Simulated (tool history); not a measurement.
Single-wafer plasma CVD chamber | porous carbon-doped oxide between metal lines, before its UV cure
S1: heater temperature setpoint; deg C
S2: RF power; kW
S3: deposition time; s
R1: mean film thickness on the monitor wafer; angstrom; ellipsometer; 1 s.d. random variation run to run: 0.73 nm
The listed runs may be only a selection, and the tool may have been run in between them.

Run 1, hour 0.0: S1 295 deg C, S2 0.650 kW, S3 19.9 s. Result: R1 1405.9 angstrom.
Run 2, hour 4.7: S1 304 deg C, S2 0.650 kW, S3 19.9 s. Result: R1 1317.5 angstrom.
Run 3, hour 7.2: S1 304 deg C, S2 0.685 kW, S3 19.9 s. Result: R1 1353.5 angstrom.
Run 4, hour 8.6: S1 295 deg C, S2 0.685 kW, S3 19.9 s. Result: R1 1451.4 angstrom.
Run 5, hour 9.4: S1 300 deg C, S2 0.685 kW, S3 19.9 s. Result: R1 1384.1 angstrom.
At hour 16.5: RF generator calibrated.
Run 6, hour 16.5: S1 309 deg C, S2 0.685 kW, S3 19.9 s. Result: R1 1365.5 angstrom.
Run 7, hour 22.5: S1 311 deg C, S2 0.655 kW, S3 19.9 s. Result: R1 1306.7 angstrom.
Run 8, hour 27.8: S1 311 deg C, S2 0.655 kW, S3 19.9 s. Result: R1 1308.5 angstrom.
Run 9, hour 35.9: S1 313 deg C, S2 0.635 kW, S3 19.9 s. Result: R1 1276.1 angstrom.

Predict the results of run 10:
Run 10, hour 39.5: S1 314 deg C, S2 0.625 kW, S3 19.9 s. Result: R1 ?.

Logged for run 10: R1 1267.1 angstrom.

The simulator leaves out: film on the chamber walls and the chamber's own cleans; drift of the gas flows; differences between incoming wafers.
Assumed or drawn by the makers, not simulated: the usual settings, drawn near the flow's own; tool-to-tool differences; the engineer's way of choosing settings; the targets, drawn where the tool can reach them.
